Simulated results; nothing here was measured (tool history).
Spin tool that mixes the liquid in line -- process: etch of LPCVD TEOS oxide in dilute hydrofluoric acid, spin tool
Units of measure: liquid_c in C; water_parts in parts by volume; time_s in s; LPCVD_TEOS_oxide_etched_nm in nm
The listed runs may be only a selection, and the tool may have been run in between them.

Run 1, day 0.000: liquid_c 21.0 C, water_parts 160 parts by volume, time_s 215 s. Result: LPCVD_TEOS_oxide_etched_nm 59.712 nm.
Run 2, day 0.362: liquid_c 22.0 C, water_parts 160 parts by volume, time_s 215 s. Result: LPCVD_TEOS_oxide_etched_nm 61.423 nm.
Run 3, day 0.417: liquid_c 24.5 C, water_parts 160 parts by volume, time_s 215 s. Result: LPCVD_TEOS_oxide_etched_nm 68.137 nm.
Run 4, day 0.771: liquid_c 24.5 C, water_parts 160 parts by volume, time_s 230 s. Result: LPCVD_TEOS_oxide_etched_nm 72.662 nm.
Run 5, day 0.854: liquid_c 24.0 C, water_parts 160 parts by volume, time_s 230 s. Result: LPCVD_TEOS_oxide_etched_nm 71.503 nm.
Run 6, day 1.004: liquid_c 23.5 C, water_parts 160 parts by volume, time_s 230 s. Result: LPCVD_TEOS_oxide_etched_nm 70.525 nm.

Run 7, settings as shown, results not yet in. Your forecast:
Run 7, day 1.262: liquid_c 23.0 C, water_parts 160 parts by volume, time_s 230 s. Result: LPCVD_TEOS_oxide_etched_nm ?.

{"run 7": {"LPCVD_TEOS_oxide_etched_nm": 69.216}}
